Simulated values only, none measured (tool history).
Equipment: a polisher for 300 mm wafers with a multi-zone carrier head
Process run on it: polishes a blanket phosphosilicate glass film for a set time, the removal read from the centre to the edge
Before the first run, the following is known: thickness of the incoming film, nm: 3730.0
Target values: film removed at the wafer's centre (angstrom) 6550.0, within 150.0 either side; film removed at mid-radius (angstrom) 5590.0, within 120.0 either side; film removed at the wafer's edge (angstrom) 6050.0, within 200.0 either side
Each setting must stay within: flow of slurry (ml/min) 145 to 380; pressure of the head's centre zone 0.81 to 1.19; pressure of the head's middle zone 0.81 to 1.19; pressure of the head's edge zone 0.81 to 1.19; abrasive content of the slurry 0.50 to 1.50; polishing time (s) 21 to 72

run,hour,flow of slurry (ml/min),pressure of the head's centre zone,pressure of the head's middle zone,pressure of the head's edge zone,abrasive content of the slurry,polishing time (s),film removed at the wafer's centre (angstrom),film removed at mid-radius (angstrom),film removed at the wafer's edge (angstrom)
1,0.0,245,1.00,1.00,1.00,1.00,46,5237.3,4747.5,4917.9
2,5.9,260,1.02,1.01,1.05,1.05,46,5508.9,4923.7,5097.1
3,7.9,290,1.02,1.01,1.05,1.05,46,5594.7,4968.7,5180.8
4,15.1,300,1.03,1.01,1.08,1.10,46,5807.0,5104.9,5292.9
5,22.3,300,1.03,1.05,1.08,1.10,46,5731.9,5239.0,5315.2
# hour 26.9: centre zone pressure recalibrated
6,26.9,300,1.03,1.04,1.10,1.15,46,5301.1,5333.2,5451.8
7,34.2,320,1.05,1.02,1.11,1.15,46,5401.0,5333.1,5496.0
8,40.5,300,1.05,0.98,1.06,1.20,47,5552.4,5244.1,5596.6
9,48.6,355,1.15,0.99,1.16,1.25,47,6293.5,5381.2,5937.1
10,50.7,355,1.16,1.00,1.16,1.25,47,6353.0,5463.1,6010.0
11,58.2,355,1.17,1.01,1.16,1.25,47,6360.8,5554.2,6028.9

Next run, 5 choices. One meets every target within its allowed miss, the rest don't. Which?
A,65.7,345,1.18,1.08,1.14,1.30,47,?,?,?
B,65.7,375,1.17,1.00,1.15,1.30,47,?,?,?
C,65.7,260,1.14,0.96,1.19,1.25,51,?,?,?
D,65.7,320,1.04,0.86,1.19,1.50,48,?,?,?
E,65.7,380,1.13,1.00,1.15,1.35,46,?,?,?

move,film removed at the wafer's centre (angstrom),film removed at mid-radius (angstrom),film removed at the wafer's edge (angstrom)
A,6489.7,5960.5,5934.9
B,6483.0,5622.9,6000.4
C,6495.9,5604.2,6357.9
D,6117.2,5253.1,6500.6
E,6227.6,5585.3,5957.7
A: brings the result that was furthest off to its target, and leaves another outside
B: every result within its allowed miss
C: brings the result that was furthest off to its target, and leaves another outside
D: lands further from the targets than the last run did
E: lands further from the targets than the last run did
Go with B: it meets all targets.
